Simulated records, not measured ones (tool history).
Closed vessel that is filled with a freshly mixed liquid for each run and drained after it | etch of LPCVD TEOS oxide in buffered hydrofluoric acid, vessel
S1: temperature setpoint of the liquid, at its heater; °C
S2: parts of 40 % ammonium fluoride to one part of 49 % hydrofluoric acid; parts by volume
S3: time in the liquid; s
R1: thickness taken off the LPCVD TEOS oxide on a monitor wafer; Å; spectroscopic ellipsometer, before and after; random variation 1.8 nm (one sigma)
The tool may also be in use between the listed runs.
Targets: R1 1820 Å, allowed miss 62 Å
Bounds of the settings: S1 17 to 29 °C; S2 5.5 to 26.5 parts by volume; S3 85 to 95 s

{"run": 1, "day": 0.0, "S1": 21, "S2": 16, "S3": 85, "R1": 1443.9}
{"run": 2, "day": 0.383, "S1": 21.5, "S2": 16, "S3": 85, "R1": 1474.5}
{"run": 3, "day": 0.462, "S1": 21.5, "S2": 16, "S3": 85, "R1": 1471.5}
{"run": 4, "day": 0.8, "S1": 21.5, "S2": 16, "S3": 85, "R1": 1485.1}
{"run": 5, "day": 1.083, "S1": 22, "S2": 16, "S3": 85, "R1": 1510.4}
{"run": 6, "day": 1.396, "S1": 22.5, "S2": 16, "S3": 85, "R1": 1540.2}
{"run": 7, "day": 1.729, "S1": 23, "S2": 16, "S3": 85, "R1": 1617.2}
{"run": 8, "day": 1.912, "S1": 23.5, "S2": 16, "S3": 85, "R1": 1653.9}
{"run": 9, "day": 2.062, "S1": 24, "S2": 16, "S3": 85, "R1": 1686.4}
{"run": 10, "day": 2.238, "S1": 24.5, "S2": 16, "S3": 85, "R1": 1724.1}

4 next moves are on the table. One of them brings every result within its allowed miss. Which?
{"run": "A", "day": 2.412, "S1": 26, "S2": 15, "S3": 85, "R1": "?"}
{"run": "B", "day": 2.412, "S1": 26, "S2": 16.5, "S3": 90, "R1": "?"}
{"run": "C", "day": 2.412, "S1": 23.5, "S2": 14, "S3": 90, "R1": "?"}
{"run": "D", "day": 2.412, "S1": 25, "S2": 16.5, "S3": 90, "R1": "?"}

move=A R1=2021.6
move=B R1=1949.1
move=C R1=1999.5
move=D R1=1846.4
A: takes the result that was furthest off past its target
B: takes the result that was furthest off past its target
C: takes the result that was furthest off past its target
D: meets every target
Answer: D
